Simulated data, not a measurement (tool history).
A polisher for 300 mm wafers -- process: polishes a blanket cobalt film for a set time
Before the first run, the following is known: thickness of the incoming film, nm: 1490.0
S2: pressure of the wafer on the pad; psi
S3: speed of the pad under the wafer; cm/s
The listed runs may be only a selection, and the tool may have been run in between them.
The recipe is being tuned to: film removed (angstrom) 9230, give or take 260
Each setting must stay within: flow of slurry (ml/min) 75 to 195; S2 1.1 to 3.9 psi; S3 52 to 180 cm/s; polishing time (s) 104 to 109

{"run": 1, "hour": 0.0, "flow of slurry (ml/min)": 125, "S2": 2.5, "S3": 116, "polishing time (s)": 104, "film removed (angstrom)": 6408}
{"run": 2, "hour": 6.1, "flow of slurry (ml/min)": 125, "S2": 2.5, "S3": 116, "polishing time (s)": 104, "film removed (angstrom)": 6422.9}
{"run": 3, "hour": 11.6, "flow of slurry (ml/min)": 125, "S2": 2.5, "S3": 144, "polishing time (s)": 104, "film removed (angstrom)": 7691}
{"run": 4, "hour": 18.3, "flow of slurry (ml/min)": 125, "S2": 2.5, "S3": 122, "polishing time (s)": 104, "film removed (angstrom)": 6700}
{"run": 5, "hour": 19.8, "flow of slurry (ml/min)": 140, "S2": 2.5, "S3": 122, "polishing time (s)": 104, "film removed (angstrom)": 6737.5}
{"run": 6, "hour": 28.1, "flow of slurry (ml/min)": 165, "S2": 2.5, "S3": 122, "polishing time (s)": 104, "film removed (angstrom)": 6887}
{"run": 7, "hour": 32.8, "flow of slurry (ml/min)": 165, "S2": 2.6, "S3": 122, "polishing time (s)": 104, "film removed (angstrom)": 7064.4}
{"run": 8, "hour": 33.6, "flow of slurry (ml/min)": 165, "S2": 2.7, "S3": 122, "polishing time (s)": 104, "film removed (angstrom)": 7438.2}
{"run": 9, "hour": 39.4, "flow of slurry (ml/min)": 165, "S2": 2.8, "S3": 122, "polishing time (s)": 104, "film removed (angstrom)": 7550.4}
{"run": 10, "hour": 45.6, "flow of slurry (ml/min)": 165, "S2": 2.9, "S3": 122, "polishing time (s)": 104, "film removed (angstrom)": 7657.8}
{"run": 11, "hour": 49.8, "flow of slurry (ml/min)": 185, "S2": 3.4, "S3": 122, "polishing time (s)": 104, "film removed (angstrom)": 9059.3}

Which one of the following 4 next-run settings gets every result inside its allowed miss? There is exactly one.
{"run": "A", "hour": 54.0, "flow of slurry (ml/min)": 175, "S2": 3.6, "S3": 108, "polishing time (s)": 107, "film removed (angstrom)": "?"}
{"run": "B", "hour": 54.0, "flow of slurry (ml/min)": 195, "S2": 3.7, "S3": 114, "polishing time (s)": 104, "film removed (angstrom)": "?"}
{"run": "C", "hour": 54.0, "flow of slurry (ml/min)": 185, "S2": 3.6, "S3": 110, "polishing time (s)": 104, "film removed (angstrom)": "?"}
{"run": "D", "hour": 54.0, "flow of slurry (ml/min)": 160, "S2": 3.3, "S3": 116, "polishing time (s)": 109, "film removed (angstrom)": "?"}

move=A film_removed_(angstrom)=8609.2
move=B film_removed_(angstrom)=9071.2
move=C film_removed_(angstrom)=8555
move=D film_removed_(angstrom)=8582.3
A: its largest miss is bigger than the last run's
B: each result inside its tolerance
C: its largest miss is bigger than the last run's
D: its largest miss is bigger than the last run's
Go with B: it meets all targets.

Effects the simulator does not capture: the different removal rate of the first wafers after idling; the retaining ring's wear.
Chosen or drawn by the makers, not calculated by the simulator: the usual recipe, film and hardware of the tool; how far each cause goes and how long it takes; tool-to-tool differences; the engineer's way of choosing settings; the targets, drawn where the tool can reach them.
